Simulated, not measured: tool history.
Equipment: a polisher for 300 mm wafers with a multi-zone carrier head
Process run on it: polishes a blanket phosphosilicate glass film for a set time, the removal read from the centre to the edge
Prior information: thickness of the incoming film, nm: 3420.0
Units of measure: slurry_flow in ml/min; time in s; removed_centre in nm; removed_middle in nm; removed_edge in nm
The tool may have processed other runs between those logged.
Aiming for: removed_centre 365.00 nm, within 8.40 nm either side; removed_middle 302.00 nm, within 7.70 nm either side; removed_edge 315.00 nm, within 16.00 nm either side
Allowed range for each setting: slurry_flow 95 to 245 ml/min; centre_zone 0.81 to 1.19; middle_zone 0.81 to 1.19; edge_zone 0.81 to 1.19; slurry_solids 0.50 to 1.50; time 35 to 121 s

run  hour  slurry_flow  centre_zone  middle_zone  edge_zone  slurry_solids  time  removed_centre  removed_middle  removed_edge
  1   0.0          155         1.00         1.00       1.00           1.00    78          400.49          384.82        380.58
  2   8.5          145         1.01         0.97       0.96           0.95    78          393.05          360.36        359.75
  3  16.7          145         0.97         0.97       0.96           0.95    78          376.65          363.01        376.53
  4  25.3          145         0.97         1.06       0.96           0.95    78          374.50          387.33        361.77
  5  26.4          135         0.99         1.02       0.94           0.90    78          366.95          361.72        342.95
  6  32.7          135         0.99         1.02       0.94           0.85    78          364.56          357.19        354.74
  7  38.1          130         1.01         0.99       0.91           0.85    78          366.51          346.65        329.74
  8  44.3          100         1.06         0.89       0.98           0.85    78          349.10          291.01        333.18
  9  48.9          100         1.06         0.89       0.98           0.85    78          350.77          293.45        330.22

4 next moves are on the table. One of them brings every result within its allowed miss. Which?
  A  53.5          100         1.13         0.91       0.89           0.80    81               ?               ?             ?
  B  53.5           95         1.14         0.87       0.93           0.85    77               ?               ?             ?
  C  53.5          105         1.08         0.91       0.90           0.65    86               ?               ?             ?
  D  53.5          100         1.12         0.87       0.96           1.10    75               ?               ?             ?

move  removed_centre  removed_middle  removed_edge
   A          375.69          302.79        320.08
   B          360.54          278.79        313.72
   C          359.92          302.94        320.09
   D          385.89          302.91        343.86
A: moves the result that the last run missed by most past its target, out the other side
B: brings the last run's worst result on target, with another outside its allowed miss
C: each result inside its tolerance
D: moves the result that the last run missed by most past its target, out the other side
So the answer is move C, the one that meets all the targets.
